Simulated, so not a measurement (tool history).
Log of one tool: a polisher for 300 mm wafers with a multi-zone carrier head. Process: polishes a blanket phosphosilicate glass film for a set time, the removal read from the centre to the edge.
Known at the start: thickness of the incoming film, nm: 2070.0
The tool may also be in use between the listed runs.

run,day,flow of slurry (ml/min),pressure of the head's centre zone,pressure of the head's middle zone,pressure of the head's edge zone,abrasive content of the slurry,polishing time (s),film removed at the wafer's centre (Å),film removed at mid-radius (Å),film removed at the wafer's edge (Å)
1,0.000,130,1.00,1.00,1.00,1.00,65,4223.4,4309.6,4182.4
2,0.158,125,0.99,0.98,0.98,0.95,65,4069.2,4080.5,4030.6
3,0.429,125,0.99,0.94,0.98,0.95,65,4012.4,3938.2,3994.8
4,0.579,125,0.99,0.94,0.98,0.75,65,3331.9,3188.9,3338.7
5,0.638,130,0.99,0.95,0.98,0.75,65,3381.2,3236.2,3264.8
6,0.938,130,0.99,0.90,0.98,0.75,65,3301.1,3136.7,3332.4
7,1.025,135,0.99,0.91,0.99,0.75,65,3342.6,3246.9,3413.1

The next listed run, before its measurement:
8,1.242,140,0.99,0.91,0.99,0.75,65,?,?,?

Run 8 gave film removed at the wafer's centre (Å) 3322.6, film removed at mid-radius (Å) 3202.2, film removed at the wafer's edge (Å) 3369.9.
